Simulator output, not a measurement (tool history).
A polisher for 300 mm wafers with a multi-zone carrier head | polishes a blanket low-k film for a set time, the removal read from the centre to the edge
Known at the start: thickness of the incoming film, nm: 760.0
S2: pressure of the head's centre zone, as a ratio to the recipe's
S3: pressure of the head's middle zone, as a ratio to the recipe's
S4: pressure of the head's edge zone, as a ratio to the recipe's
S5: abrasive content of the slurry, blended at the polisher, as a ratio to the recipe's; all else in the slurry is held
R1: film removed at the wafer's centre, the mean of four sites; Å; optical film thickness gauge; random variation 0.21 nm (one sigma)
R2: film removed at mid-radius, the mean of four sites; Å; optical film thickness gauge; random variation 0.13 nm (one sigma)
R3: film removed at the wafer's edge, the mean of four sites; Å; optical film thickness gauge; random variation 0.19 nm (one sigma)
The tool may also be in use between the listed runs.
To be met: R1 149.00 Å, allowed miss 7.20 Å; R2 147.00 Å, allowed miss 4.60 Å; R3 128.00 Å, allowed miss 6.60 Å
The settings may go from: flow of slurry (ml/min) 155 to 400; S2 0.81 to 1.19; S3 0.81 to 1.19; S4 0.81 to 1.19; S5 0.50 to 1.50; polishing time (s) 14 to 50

run 1 day=0.000 | flow_of_slurry_(ml/min)=255 S2=1.00 S3=1.00 S4=1.00 S5=1.00 polishing_time_(s)=32 | R1=115.60 R2=117.31 R3=117.12
run 2 day=0.192 | flow_of_slurry_(ml/min)=265 S2=1.04 S3=1.04 S4=1.00 S5=1.05 polishing_time_(s)=32 | R1=124.41 R2=122.23 R3=120.99
run 3 day=0.562 | flow_of_slurry_(ml/min)=265 S2=1.04 S3=1.04 S4=1.08 S5=1.05 polishing_time_(s)=32 | R1=122.69 R2=124.02 R3=127.09
run 4 day=0.733 | flow_of_slurry_(ml/min)=275 S2=1.06 S3=1.08 S4=1.05 S5=1.10 polishing_time_(s)=32 | R1=129.70 R2=128.32 R3=124.48
run 5 day=1.033 | flow_of_slurry_(ml/min)=275 S2=1.14 S3=1.08 S4=1.05 S5=1.10 polishing_time_(s)=32 | R1=137.25 R2=131.15 R3=128.47
run 6 day=1.079 | flow_of_slurry_(ml/min)=275 S2=1.14 S3=1.08 S4=1.05 S5=1.10 polishing_time_(s)=37 | R1=159.39 R2=146.79 R3=148.97
run 7 day=1.446 | flow_of_slurry_(ml/min)=275 S2=1.13 S3=1.10 S4=1.02 S5=1.10 polishing_time_(s)=37 | R1=159.30 R2=149.95 R3=146.91
run 8 day=1.579 | flow_of_slurry_(ml/min)=280 S2=1.12 S3=1.11 S4=0.99 S5=1.05 polishing_time_(s)=37 | R1=151.91 R2=148.70 R3=140.42
run 9 day=1.612 | flow_of_slurry_(ml/min)=285 S2=1.13 S3=1.12 S4=0.96 S5=1.05 polishing_time_(s)=37 | R1=155.74 R2=151.38 R3=139.55
run 10 day=1.971 | flow_of_slurry_(ml/min)=285 S2=1.13 S3=1.12 S4=0.94 S5=1.05 polishing_time_(s)=37 | R1=155.16 R2=152.27 R3=138.31
run 11 day=2.071 | flow_of_slurry_(ml/min)=285 S2=1.13 S3=1.12 S4=0.92 S5=1.05 polishing_time_(s)=37 | R1=157.25 R2=152.49 R3=136.43
run 12 day=2.183 | flow_of_slurry_(ml/min)=280 S2=1.12 S3=1.12 S4=0.91 S5=1.05 polishing_time_(s)=37 | R1=152.75 R2=151.06 R3=134.63

5 next moves are on the table. One of them brings every result within its allowed miss. Which?
run A day=2.296 | flow_of_slurry_(ml/min)=325 S2=1.14 S3=1.08 S4=0.99 S5=0.90 polishing_time_(s)=41 | R1=? R2=? R3=?
run B day=2.296 | flow_of_slurry_(ml/min)=320 S2=0.89 S3=0.95 S4=1.04 S5=0.75 polishing_time_(s)=42 | R1=? R2=? R3=?
run C day=2.296 | flow_of_slurry_(ml/min)=265 S2=1.07 S3=1.03 S4=0.90 S5=1.10 polishing_time_(s)=38 | R1=? R2=? R3=?
run D day=2.296 | flow_of_slurry_(ml/min)=385 S2=1.09 S3=1.00 S4=0.90 S5=0.65 polishing_time_(s)=49 | R1=? R2=? R3=?
run E day=2.296 | flow_of_slurry_(ml/min)=215 S2=1.13 S3=1.16 S4=0.87 S5=0.85 polishing_time_(s)=39 | R1=? R2=? R3=?

move=A R1=169.92 R2=157.57 R3=147.21
move=B R1=129.75 R2=136.50 R3=143.53
move=C R1=156.85 R2=149.01 R3=139.02
move=D R1=173.76 R2=158.30 R3=149.76
move=E R1=148.82 R2=147.56 R3=124.72
A: further off than the last run
B: further off than the last run
C: further off than the last run
D: further off than the last run
E: meets every target
Answer: E

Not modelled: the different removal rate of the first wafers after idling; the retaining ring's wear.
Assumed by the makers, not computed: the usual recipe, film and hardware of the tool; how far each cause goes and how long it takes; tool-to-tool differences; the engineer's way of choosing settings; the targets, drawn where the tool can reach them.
